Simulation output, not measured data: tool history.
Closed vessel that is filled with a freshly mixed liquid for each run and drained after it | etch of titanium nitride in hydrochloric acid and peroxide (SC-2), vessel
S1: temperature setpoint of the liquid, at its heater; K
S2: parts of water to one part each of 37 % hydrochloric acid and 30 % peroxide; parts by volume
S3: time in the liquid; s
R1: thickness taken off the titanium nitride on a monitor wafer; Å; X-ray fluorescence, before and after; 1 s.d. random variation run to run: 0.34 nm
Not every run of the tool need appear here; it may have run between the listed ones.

| run | hour | S1 | S2 | S3 | R1 |
|---|---|---|---|---|---|
| 1 | 0 | 327.15 | 8.5 | 610 | 179.68 |
| 2 | 6.1 | 327.15 | 8.5 | 655 | 193.32 |
| 3 | 7.3 | 333.65 | 8.5 | 655 | 294.93 |
| 4 | 9.8 | 335.65 | 8.5 | 655 | 331.86 |
| 5 | 10.7 | 335.65 | 8.5 | 610 | 311.15 |
| 6 | 17.6 | 335.65 | 8.5 | 655 | 333.88 |
| 7 | 26.6 | 337.15 | 8.5 | 655 | 369.56 |
| 8 | 35.8 | 338.15 | 8.5 | 655 | 384.16 |
| 9 | 37.4 | 339.15 | 8.5 | 655 | 414.26 |

Predict the results of run 10:
| 10 | 43.2 | 339.65 | 8.5 | 655 | ? |

R1: 426.08 Å

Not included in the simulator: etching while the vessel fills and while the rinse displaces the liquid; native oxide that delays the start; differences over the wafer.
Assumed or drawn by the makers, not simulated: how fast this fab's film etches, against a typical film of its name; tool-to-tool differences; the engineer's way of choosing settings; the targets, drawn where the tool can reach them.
